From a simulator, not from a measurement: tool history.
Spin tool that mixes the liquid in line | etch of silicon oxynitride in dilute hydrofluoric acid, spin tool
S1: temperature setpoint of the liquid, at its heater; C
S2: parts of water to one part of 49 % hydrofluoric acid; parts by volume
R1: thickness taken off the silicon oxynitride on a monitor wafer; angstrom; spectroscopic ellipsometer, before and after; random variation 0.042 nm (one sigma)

{"run": 1, "day": 0.0, "S1": 25, "S2": 75, "time under the liquid (s)": 90, "R1": 66.227}
{"run": 2, "day": 0.367, "S1": 25, "S2": 75, "time under the liquid (s)": 70, "R1": 52.487}
{"run": 3, "day": 0.529, "S1": 24.5, "S2": 75, "time under the liquid (s)": 70, "R1": 50.512}
{"run": 4, "day": 0.608, "S1": 24.5, "S2": 95, "time under the liquid (s)": 70, "R1": 39.989}
{"run": 5, "day": 0.638, "S1": 22.5, "S2": 95, "time under the liquid (s)": 70, "R1": 36.004}
{"run": 6, "day": 0.858, "S1": 23, "S2": 95, "time under the liquid (s)": 70, "R1": 36.992}
{"run": 7, "day": 1.029, "S1": 23, "S2": 95, "time under the liquid (s)": 70, "R1": 36.497}
{"run": 8, "day": 1.088, "S1": 23.5, "S2": 95, "time under the liquid (s)": 70, "R1": 37.726}
{"run": 9, "day": 1.192, "S1": 23.5, "S2": 95, "time under the liquid (s)": 70, "R1": 38.224}

Forecast run 10:
{"run": 10, "day": 1.538, "S1": 24.5, "S2": 95, "time under the liquid (s)": 70, "R1": "?"}

R1: 39.345 angstrom
